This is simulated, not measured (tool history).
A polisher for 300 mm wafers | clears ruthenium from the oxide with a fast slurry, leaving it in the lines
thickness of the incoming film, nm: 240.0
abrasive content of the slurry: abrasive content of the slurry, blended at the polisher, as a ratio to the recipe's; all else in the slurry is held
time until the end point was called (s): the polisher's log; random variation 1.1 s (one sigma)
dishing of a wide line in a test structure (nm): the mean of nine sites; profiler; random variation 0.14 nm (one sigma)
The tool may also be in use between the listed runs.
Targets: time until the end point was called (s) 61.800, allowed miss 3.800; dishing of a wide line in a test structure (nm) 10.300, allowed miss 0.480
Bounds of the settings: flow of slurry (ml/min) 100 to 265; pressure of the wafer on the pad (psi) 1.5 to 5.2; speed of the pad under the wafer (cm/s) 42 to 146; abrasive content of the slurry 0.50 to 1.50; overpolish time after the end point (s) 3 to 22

run  hour  flow of slurry (ml/min)  pressure of the wafer on the pad (psi)  speed of the pad under the wafer (cm/s)  abrasive content of the slurry  overpolish time after the end point (s)  time until the end point was called (s)  dishing of a wide line in a test structure (nm)
  1   0.0                      170                                     3.3                                       94                            1.00                                       11                                   58.256                                           34.851
  2   5.9                      170                                     3.3                                       94                            1.00                                       15                                   56.927                                           44.781
  3  12.3                      170                                     3.3                                       90                            1.00                                       14                                   61.133                                           41.117
  4  20.2                      160                                     3.1                                       96                            0.95                                       13                                   60.597                                           37.811
  5  20.9                      160                                     3.1                                       96                            1.15                                       13                                   55.946                                           40.592
  6  26.1                      160                                     3.7                                       96                            1.15                                       13                                   50.323                                           46.828
  7  28.1                      175                                     3.4                                       98                            1.05                                       12                                   53.463                                           40.542
  8  34.6                      165                                     3.2                                      100                            1.00                                       11                                   58.030                                           36.247
  9  36.2                      175                                     3.1                                       92                            1.05                                       10                                   62.443                                           32.109
 10  43.5                      165                                     2.9                                       96                            1.00                                        9                                   64.362                                           26.672
 11  47.4                      155                                     2.7                                      102                            0.95                                        8                                   65.949                                           24.095
 12  54.5                      150                                     2.6                                      106                            0.90                                        7                                   70.522                                           21.002

5 next moves are on the table. One of them brings every result within its allowed miss. Which?
  A  61.6                      100                                     2.6                                      124                            0.85                                        3                                        ?                                                ?
  B  61.6                      155                                     2.8                                      114                            0.95                                       10                                        ?                                                ?
  C  61.6                      165                                     2.9                                      104                            0.95                                       11                                        ?                                                ?
  D  61.6                      145                                     1.7                                      116                            1.00                                        6                                        ?                                                ?
  E  61.6                      145                                     3.7                                      102                            0.75                                       12                                        ?                                                ?

move  time until the end point was called (s)  dishing of a wide line in a test structure (nm)
   A                                   60.303                                           10.021
   B                                   55.219                                           32.402
   C                                   58.259                                           33.553
   D                                   79.370                                           14.871
   E                                   56.090                                           37.190
A: meets every target
B: further off than the last run
C: further off than the last run
D: nearer than the last run, and not there yet
E: further off than the last run
The right move is A.
